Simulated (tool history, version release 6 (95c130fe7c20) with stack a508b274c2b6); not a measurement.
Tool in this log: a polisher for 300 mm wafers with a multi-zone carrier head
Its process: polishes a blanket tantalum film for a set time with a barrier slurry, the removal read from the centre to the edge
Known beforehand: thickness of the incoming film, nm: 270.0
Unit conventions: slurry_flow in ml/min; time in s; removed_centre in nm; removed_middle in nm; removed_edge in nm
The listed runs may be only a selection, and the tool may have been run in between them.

run 1 hour=0 | slurry_flow=160 centre_zone=1 middle_zone=1 edge_zone=1 slurry_solids=1 time=72 | removed_centre=76.859 removed_middle=80.781 removed_edge=79.588
run 2 hour=3.3 | slurry_flow=165 centre_zone=1.02 middle_zone=1.01 edge_zone=1.01 slurry_solids=1 time=72 | removed_centre=78.798 removed_middle=81.229 removed_edge=80.82
run 3 hour=8.4 | slurry_flow=170 centre_zone=1.04 middle_zone=1.03 edge_zone=1.01 slurry_solids=1 time=72 | removed_centre=80.974 removed_middle=80.52 removed_edge=80.96
run 4 hour=10 | slurry_flow=135 centre_zone=1.04 middle_zone=1.03 edge_zone=1.01 slurry_solids=1 time=72 | removed_centre=78.021 removed_middle=77.281 removed_edge=77.969
run 5 hour=11 | slurry_flow=135 centre_zone=1.04 middle_zone=1.09 edge_zone=1.01 slurry_solids=1 time=72 | removed_centre=78.714 removed_middle=81.315 removed_edge=77.356
run 6 hour=12.7 | slurry_flow=135 centre_zone=1.04 middle_zone=1.09 edge_zone=1.01 slurry_solids=1.15 time=72 | removed_centre=81.34 removed_middle=83.119 removed_edge=80.739
run 7 hour=13.7 | slurry_flow=145 centre_zone=1.05 middle_zone=1.1 edge_zone=1.01 slurry_solids=1.15 time=72 | removed_centre=84.132 removed_middle=83.993 removed_edge=82.095

Run 8 has not been measured yet. What should we expect?
run 8 hour=18.5 | slurry_flow=155 centre_zone=1.05 middle_zone=1.11 edge_zone=1.01 slurry_solids=1.15 time=72 | removed_centre=? removed_middle=? removed_edge=?

removed_centre: 84.128 nm
removed_middle: 87.631 nm
removed_edge: 81.638 nm
